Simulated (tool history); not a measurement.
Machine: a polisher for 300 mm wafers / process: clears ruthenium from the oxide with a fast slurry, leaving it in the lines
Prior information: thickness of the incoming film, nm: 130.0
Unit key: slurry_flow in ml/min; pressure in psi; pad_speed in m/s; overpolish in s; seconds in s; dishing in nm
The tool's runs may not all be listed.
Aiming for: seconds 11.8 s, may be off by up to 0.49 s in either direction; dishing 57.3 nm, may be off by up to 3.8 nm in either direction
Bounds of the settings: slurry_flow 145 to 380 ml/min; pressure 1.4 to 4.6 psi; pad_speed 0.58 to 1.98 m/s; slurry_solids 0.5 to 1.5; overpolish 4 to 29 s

| run | day | slurry_flow | pressure | pad_speed | slurry_solids | overpolish | seconds | dishing |
|---|---|---|---|---|---|---|---|---|
| 1 | 0 | 245 | 3 | 1.28 | 1 | 15 | 22.865 | 56.697 |
| 2 | 0.325 | 245 | 3.3 | 1.28 | 1 | 15 | 20.927 | 59.973 |
| 3 | 0.538 | 245 | 3.4 | 1.3 | 1 | 14 | 20.317 | 59.363 |
| 4 | 0.725 | 245 | 3.5 | 1.34 | 1 | 13 | 19.11 | 57.504 |
| 5 | 1.029 | 245 | 3.6 | 1.36 | 1 | 12 | 18.188 | 56.087 |
| 6 | 1.138 | 245 | 3.7 | 1.38 | 1 | 12 | 17.283 | 56.04 |
| 7 | 1.333 | 245 | 3.8 | 1.4 | 1 | 12 | 16.859 | 58.944 |
| 8 | 1.433 | 245 | 3.9 | 1.42 | 1 | 12 | 16.52 | 57.53 |
| 9 | 1.475 | 245 | 4 | 1.44 | 1 | 12 | 15.859 | 63.435 |
| 10 | 1.608 | 250 | 4.6 | 1.56 | 1.05 | 5 | 12.574 | 37.306 |
| 11 | 1.796 | 250 | 4.6 | 1.58 | 1.05 | 5 | 12.308 | 39.115 |
| 12 | 2.033 | 250 | 4.6 | 1.6 | 1.05 | 5 | 12.198 | 38.9 |
| 13 | 2.225 | 250 | 4.6 | 1.62 | 1.05 | 5 | 12.16 | 38.743 |
| 14 | 2.521 | 245 | 4.5 | 1.68 | 1 | 8 | 12.384 | 53.506 |

Pick the move, out of 4, that brings all results within their allowed miss; only one does.
| A | 2.817 | 225 | 4.4 | 1.74 | 1.1 | 8 | ? | ? |
| B | 2.817 | 240 | 4 | 1.64 | 1.15 | 7 | ? | ? |
| C | 2.817 | 240 | 4.6 | 1.66 | 1.1 | 7 | ? | ? |
| D | 2.817 | 220 | 4.4 | 1.9 | 0.75 | 8 | ? | ? |

| move | seconds | dishing |
|---|---|---|
| A | 11.742 | 57.163 |
| B | 13.168 | 47.133 |
| C | 11.633 | 51.98 |
| D | 13.539 | 51.248 |
A: each result inside its tolerance
B: lands further from the targets than the last run did
C: the furthest-off result lands on target, but another misses its tolerance
D: lands further from the targets than the last run did
Correct choice: A, which meets every target
